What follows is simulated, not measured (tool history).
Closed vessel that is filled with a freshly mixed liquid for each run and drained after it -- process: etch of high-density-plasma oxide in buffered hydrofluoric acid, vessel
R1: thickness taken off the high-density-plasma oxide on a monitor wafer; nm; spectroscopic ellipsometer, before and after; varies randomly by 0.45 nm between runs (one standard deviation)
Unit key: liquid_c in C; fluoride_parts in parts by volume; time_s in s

{"run": 1, "hour": 0.0, "liquid_c": 23, "fluoride_parts": 11, "time_s": 95, "R1": 102.14}
{"run": 2, "hour": 7.4, "liquid_c": 22.5, "fluoride_parts": 11, "time_s": 95, "R1": 100.06}
{"run": 3, "hour": 10.4, "liquid_c": 24.5, "fluoride_parts": 11, "time_s": 95, "R1": 111.16}
{"run": 4, "hour": 18.4, "liquid_c": 23.5, "fluoride_parts": 11, "time_s": 95, "R1": 105.1}
{"run": 5, "hour": 24.0, "liquid_c": 21.5, "fluoride_parts": 11, "time_s": 95, "R1": 94.118}
{"run": 6, "hour": 26.5, "liquid_c": 21.5, "fluoride_parts": 11, "time_s": 105, "R1": 104.65}
{"run": 7, "hour": 28.9, "liquid_c": 21, "fluoride_parts": 11, "time_s": 105, "R1": 101.09}

Expected results for the next run?
{"run": 8, "hour": 33.2, "liquid_c": 20.5, "fluoride_parts": 11, "time_s": 105, "R1": "?"}

{"run 8": {"R1": 99.231}}

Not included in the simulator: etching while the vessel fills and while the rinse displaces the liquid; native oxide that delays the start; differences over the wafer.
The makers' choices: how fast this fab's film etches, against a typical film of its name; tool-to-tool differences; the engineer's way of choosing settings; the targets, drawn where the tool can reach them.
